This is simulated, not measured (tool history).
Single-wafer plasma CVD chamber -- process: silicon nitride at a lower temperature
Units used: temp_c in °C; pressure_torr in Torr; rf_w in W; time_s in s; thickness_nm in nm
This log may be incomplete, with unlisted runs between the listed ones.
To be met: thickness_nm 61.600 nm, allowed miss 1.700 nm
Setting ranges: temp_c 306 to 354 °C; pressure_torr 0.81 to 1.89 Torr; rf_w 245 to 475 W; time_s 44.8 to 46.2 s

| run | hour | temp_c | pressure_torr | rf_w | time_s | thickness_nm |
|---|---|---|---|---|---|---|
| 1 | 0.0 | 330 | 1.35 | 360 | 44.8 | 68.738 |
| 2 | 4.1 | 330 | 1.30 | 355 | 44.8 | 67.622 |
| 3 | 5.5 | 330 | 1.41 | 355 | 44.8 | 69.169 |
| 4 | 10.0 | 330 | 1.36 | 350 | 44.8 | 67.809 |
| 5 | 15.7 | 330 | 1.36 | 395 | 44.8 | 71.784 |
| 6 | 20.3 | 334 | 1.36 | 395 | 44.8 | 71.191 |
| 7 | 21.4 | 334 | 1.29 | 385 | 44.8 | 70.047 |
| 8 | 24.4 | 334 | 1.25 | 375 | 44.8 | 68.671 |
| 9 | 25.5 | 334 | 1.21 | 365 | 44.8 | 67.152 |
| 10 | 27.0 | 334 | 1.17 | 360 | 44.8 | 66.075 |

Next run, 4 choices. One meets every target within its allowed miss, the rest don't. Which?
| A | 28.5 | 334 | 1.23 | 365 | 44.8 | ? |
| B | 28.5 | 336 | 1.16 | 385 | 46.2 | ? |
| C | 28.5 | 343 | 1.01 | 315 | 46.2 | ? |
| D | 28.5 | 338 | 1.36 | 320 | 46.2 | ? |

| move | thickness_nm |
|---|---|
| A | 67.431 |
| B | 70.140 |
| C | 61.974 |
| D | 67.246 |
A: the biggest miss grows against the last run
B: the biggest miss grows against the last run
C: all results in spec
D: the biggest miss grows against the last run
Answer: C

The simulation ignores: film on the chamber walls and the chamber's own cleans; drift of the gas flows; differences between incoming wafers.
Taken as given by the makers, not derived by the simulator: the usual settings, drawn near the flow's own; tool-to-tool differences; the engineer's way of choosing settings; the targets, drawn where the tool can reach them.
